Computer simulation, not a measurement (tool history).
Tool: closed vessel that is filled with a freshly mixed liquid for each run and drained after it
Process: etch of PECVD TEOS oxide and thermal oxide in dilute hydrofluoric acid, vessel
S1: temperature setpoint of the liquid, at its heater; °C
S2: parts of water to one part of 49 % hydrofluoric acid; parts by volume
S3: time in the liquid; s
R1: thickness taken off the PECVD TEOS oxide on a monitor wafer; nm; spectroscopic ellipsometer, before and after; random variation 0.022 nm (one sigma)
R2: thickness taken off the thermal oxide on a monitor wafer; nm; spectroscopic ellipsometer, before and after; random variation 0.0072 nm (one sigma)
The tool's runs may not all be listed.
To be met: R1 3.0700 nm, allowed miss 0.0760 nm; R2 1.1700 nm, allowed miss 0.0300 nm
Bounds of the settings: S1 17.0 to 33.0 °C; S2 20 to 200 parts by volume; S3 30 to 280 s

run	hour	S1	S2	S3	R1	R2
1	0.0	25.0	110	145	18.6300	7.1161
2	8.8	22.0	110	145	16.4560	6.2608
3	13.7	21.0	130	125	11.3030	4.2727
4	17.9	21.0	165	125	8.6207	3.2764
5	22.8	20.0	175	105	6.4118	2.4882
6	28.6	20.0	175	60	3.7299	1.4074
7	36.4	19.5	180	60	3.5655	1.3442
8	43.6	19.0	180	60	3.4613	1.3186
9	48.6	18.5	180	60	3.3603	1.2689
10	54.8	18.0	180	60	3.3001	1.2610
11	60.8	17.5	180	60	3.2418	1.2386

Which of these 4 next moves meets every target?
A	66.8	17.0	185	60	?	?
B	66.8	19.5	170	55	?	?
C	66.8	23.0	130	30	?	?
D	66.8	19.0	165	55	?	?

move	R1	R2
A	3.0785	1.1741
B	3.4423	1.3129
C	2.9411	1.1217
D	3.4944	1.3327
A: meets every target
B: further off than the last run
C: takes the result that was furthest off past its target
D: further off than the last run
The right move is A.
